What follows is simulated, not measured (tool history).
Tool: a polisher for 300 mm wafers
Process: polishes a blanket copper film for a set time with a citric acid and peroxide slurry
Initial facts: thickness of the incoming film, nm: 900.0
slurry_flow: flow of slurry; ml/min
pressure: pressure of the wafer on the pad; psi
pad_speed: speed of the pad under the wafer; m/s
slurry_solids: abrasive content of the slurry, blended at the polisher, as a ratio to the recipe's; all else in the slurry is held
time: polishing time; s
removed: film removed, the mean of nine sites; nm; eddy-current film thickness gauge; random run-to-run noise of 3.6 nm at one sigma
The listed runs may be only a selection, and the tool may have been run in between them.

run  hour  slurry_flow  pressure  pad_speed  slurry_solids  time  removed
  1   0.0          220       3.8       1.12            1.0    61   190.50
  2   7.3          190       3.8       1.12            1.0    61   189.49
  3  11.1          190       3.8       1.22            1.0    61   200.20
  4  12.4          190       4.1       1.22            1.0    61   212.64
  5  17.4          190       4.4       1.24            1.0    61   240.80
  6  24.3          190       4.4       1.24            1.0    61   236.87
  7  31.6          190       4.5       1.24            1.0    61   237.80

Run 8 is up next; what results do you expect?
  8  33.9          190       4.6       1.24            1.0    61        ?

{"run 8": {"removed": 244.53}}
